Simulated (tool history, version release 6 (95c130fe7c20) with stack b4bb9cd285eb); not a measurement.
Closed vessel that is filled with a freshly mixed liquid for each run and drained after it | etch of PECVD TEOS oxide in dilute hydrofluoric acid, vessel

run  hour  temperature setpoint of the liquid (C)  parts of water to one part of 49 % hydrofluoric acid (parts by volume)  time in the liquid (s)  thickness taken off the PECVD TEOS oxide on a monitor wafer (nm)
  1     0                                      23                                                                     130                     205                                                            39.505
  2   5.1                                      23                                                                     160                     205                                                            31.057
  3  11.4                                      23                                                                     160                     220                                                            33.631
  4  12.8                                      23                                                                     160                     220                                                            33.362
  5  17.3                                      23                                                                     160                     220                                                            33.675
  6  20.1                                      23                                                                     160                     205                                                            31.115
  7  28.6                                      24                                                                     150                     205                                                            34.224
  8    36                                      25                                                                     140                     205                                                            39.258
  9  40.6                                      26                                                                     135                     205                                                            42.244
 10  44.5                                    26.5                                                                     130                     205                                                            45.046
 11  51.1                                    26.5                                                                     130                     205                                                            45.386
 12  55.3                                      27                                                                     125                     205                                                            47.211
 13  63.1                                    27.5                                                                     120                     205                                                             50.99

Run 14 comes next. What will it give?
 14  67.8                                      31                                                                      95                     205                                                                 ?

{"run 14": {"thickness taken off the PECVD TEOS oxide on a monitor wafer (nm)": 75.774}}

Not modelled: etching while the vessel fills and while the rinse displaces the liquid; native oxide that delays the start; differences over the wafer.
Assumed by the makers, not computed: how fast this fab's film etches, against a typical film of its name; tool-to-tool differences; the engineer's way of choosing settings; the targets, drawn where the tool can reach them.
